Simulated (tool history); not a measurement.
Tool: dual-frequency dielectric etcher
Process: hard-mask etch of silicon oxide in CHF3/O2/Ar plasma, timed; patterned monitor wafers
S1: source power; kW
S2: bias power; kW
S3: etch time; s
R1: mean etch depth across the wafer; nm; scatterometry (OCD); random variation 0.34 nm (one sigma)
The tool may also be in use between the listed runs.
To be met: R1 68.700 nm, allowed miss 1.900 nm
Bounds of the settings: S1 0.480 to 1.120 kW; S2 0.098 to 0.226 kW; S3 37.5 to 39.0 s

run	day	S1	S2	S3	R1
1	0.000	0.800	0.162	37.5	78.346
2	0.104	0.800	0.181	37.5	81.933
3	0.462	0.800	0.196	37.5	83.201
4	0.750	0.760	0.192	37.5	80.376
5	1.004	0.760	0.212	37.5	83.931
6	1.108	0.730	0.208	37.5	82.188
7	1.171	0.730	0.208	37.5	82.416
8	1.221	0.700	0.203	37.5	80.400
9	1.521	0.670	0.199	37.5	78.715
10	1.604	0.650	0.196	37.5	77.734
11	1.788	0.630	0.193	37.5	76.287
12	1.858	0.610	0.191	37.5	74.774
13	2.217	0.610	0.191	37.5	76.064
14	2.388	0.590	0.187	37.5	73.784
15	2.688	0.580	0.186	37.5	73.658
16	2.850	0.570	0.184	37.5	72.850
17	3.062	0.560	0.183	37.5	71.590
18	3.304	0.550	0.182	37.5	71.813
19	3.388	0.540	0.181	37.5	70.973

Which of these 5 next moves meets every target?
A	3.471	0.480	0.143	38.0	?
B	3.471	0.490	0.130	38.5	?
C	3.471	0.520	0.185	38.5	?
D	3.471	0.680	0.145	38.5	?
E	3.471	0.510	0.150	39.0	?

move	R1
A	64.435
B	64.057
C	72.171
D	73.776
E	68.379
A: takes the result that was furthest off past its target
B: takes the result that was furthest off past its target
C: further off than the last run
D: further off than the last run
E: meets every target
Answer: E

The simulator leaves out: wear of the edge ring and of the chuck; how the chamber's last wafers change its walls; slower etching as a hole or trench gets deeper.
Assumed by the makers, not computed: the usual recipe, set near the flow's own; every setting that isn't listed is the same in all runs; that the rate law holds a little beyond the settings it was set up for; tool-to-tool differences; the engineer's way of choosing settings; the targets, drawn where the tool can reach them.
